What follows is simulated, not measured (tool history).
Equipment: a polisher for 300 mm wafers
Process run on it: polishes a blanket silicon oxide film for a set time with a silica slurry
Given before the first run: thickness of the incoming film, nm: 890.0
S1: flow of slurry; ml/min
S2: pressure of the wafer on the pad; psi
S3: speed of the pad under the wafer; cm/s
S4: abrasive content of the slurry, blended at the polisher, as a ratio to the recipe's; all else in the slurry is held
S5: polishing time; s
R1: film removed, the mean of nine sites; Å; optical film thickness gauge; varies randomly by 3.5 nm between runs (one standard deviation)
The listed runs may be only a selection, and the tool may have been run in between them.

run,hour,S1,S2,S3,S4,S5,R1
1,0.0,235,5.5,104,1.0,108,3884.4
2,6.6,240,5.8,104,1.0,108,4050.9
3,12.2,240,6.1,104,1.0,108,4268.9
4,15.6,240,6.4,104,1.0,108,4422.1
# hour 17.5: slurry blender recalibrated
5,17.5,240,5.2,104,1.0,108,4216.4
6,26.5,240,5.2,104,1.0,114,4459.1
7,30.5,255,5.4,104,1.0,114,4618.7

The next listed run, before its measurement:
8,36.9,270,5.5,104,1.0,114,?

{"run 8": {"R1": 4787.2}}

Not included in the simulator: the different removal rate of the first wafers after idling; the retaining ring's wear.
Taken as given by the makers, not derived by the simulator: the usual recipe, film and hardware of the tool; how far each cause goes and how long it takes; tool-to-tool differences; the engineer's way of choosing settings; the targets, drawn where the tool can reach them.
